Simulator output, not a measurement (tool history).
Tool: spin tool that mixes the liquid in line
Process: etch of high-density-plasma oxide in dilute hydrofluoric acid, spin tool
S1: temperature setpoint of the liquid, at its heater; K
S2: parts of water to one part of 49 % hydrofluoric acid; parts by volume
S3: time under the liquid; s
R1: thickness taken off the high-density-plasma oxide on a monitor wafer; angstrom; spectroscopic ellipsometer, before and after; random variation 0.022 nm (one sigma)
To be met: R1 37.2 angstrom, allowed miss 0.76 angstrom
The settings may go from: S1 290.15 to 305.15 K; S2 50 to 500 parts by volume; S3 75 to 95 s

{"run": 1, "day": 0.0, "S1": 297.15, "S2": 275, "S3": 95, "R1": 28.329}
{"run": 2, "day": 0.321, "S1": 298.65, "S2": 275, "S3": 95, "R1": 29.831}
{"run": 3, "day": 0.421, "S1": 298.65, "S2": 210, "S3": 95, "R1": 42.28}
{"run": 4, "day": 0.767, "S1": 298.15, "S2": 210, "S3": 95, "R1": 41.316}
{"run": 5, "day": 0.958, "S1": 297.65, "S2": 210, "S3": 95, "R1": 40.405}
{"run": 6, "day": 1.296, "S1": 297.15, "S2": 210, "S3": 95, "R1": 39.985}
{"run": 7, "day": 1.379, "S1": 296.65, "S2": 210, "S3": 95, "R1": 39.139}
{"run": 8, "day": 1.421, "S1": 296.15, "S2": 210, "S3": 95, "R1": 38.441}

5 next moves are on the table. One of them brings every result within its allowed miss. Which?
{"run": "A", "day": 1.462, "S1": 295.15, "S2": 160, "S3": 75, "R1": "?"}
{"run": "B", "day": 1.462, "S1": 296.65, "S2": 210, "S3": 95, "R1": "?"}
{"run": "C", "day": 1.462, "S1": 291.15, "S2": 185, "S3": 95, "R1": "?"}
{"run": "D", "day": 1.462, "S1": 296.65, "S2": 185, "S3": 85, "R1": "?"}
{"run": "E", "day": 1.462, "S1": 295.15, "S2": 165, "S3": 80, "R1": "?"}

move=A R1=40.345
move=B R1=39.075
move=C R1=36.83
move=D R1=40.759
move=E R1=41.507
A: further off than the last run
B: further off than the last run
C: meets every target
D: further off than the last run
E: further off than the last run
The right move is C.

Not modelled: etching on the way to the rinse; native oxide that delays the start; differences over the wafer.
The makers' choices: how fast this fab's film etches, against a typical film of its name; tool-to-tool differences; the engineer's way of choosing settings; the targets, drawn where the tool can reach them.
